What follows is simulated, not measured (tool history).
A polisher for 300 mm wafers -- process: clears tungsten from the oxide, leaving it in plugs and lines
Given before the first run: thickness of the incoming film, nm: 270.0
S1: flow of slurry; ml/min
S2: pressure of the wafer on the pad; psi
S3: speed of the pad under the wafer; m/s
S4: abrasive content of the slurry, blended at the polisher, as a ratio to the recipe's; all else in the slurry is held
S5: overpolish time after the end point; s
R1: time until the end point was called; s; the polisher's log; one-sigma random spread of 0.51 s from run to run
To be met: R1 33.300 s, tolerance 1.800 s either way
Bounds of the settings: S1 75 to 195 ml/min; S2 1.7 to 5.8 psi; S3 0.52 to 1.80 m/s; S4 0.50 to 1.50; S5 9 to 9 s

run,hour,S1,S2,S3,S4,S5,R1
1,0.0,125,3.7,1.16,1.00,9,56.221
2,5.0,125,4.0,1.16,1.00,9,53.733
3,12.7,105,4.0,1.16,1.00,9,55.462
4,13.3,105,4.0,1.16,1.20,9,51.519
5,18.0,105,4.0,0.94,1.20,9,63.736
6,19.1,110,4.3,0.96,1.20,9,55.907
7,26.4,115,4.5,0.96,1.20,9,53.894
8,35.2,115,4.7,0.98,1.20,9,51.938

4 next moves are on the table. One of them brings every result within its allowed miss. Which?
A,44.0,115,5.8,1.32,1.00,9,?
B,44.0,175,5.8,1.36,1.00,9,?
C,44.0,120,5.1,1.60,1.30,9,?
D,44.0,90,4.9,1.54,0.95,9,?

move,R1
A,33.304
B,29.885
C,29.919
D,37.066
A: all results in spec
B: carries the result that was furthest off beyond its target, to the other side
C: carries the result that was furthest off beyond its target, to the other side
D: gains on the last run, yet a result remains outside its allowed miss
Correct choice: A, which meets every target
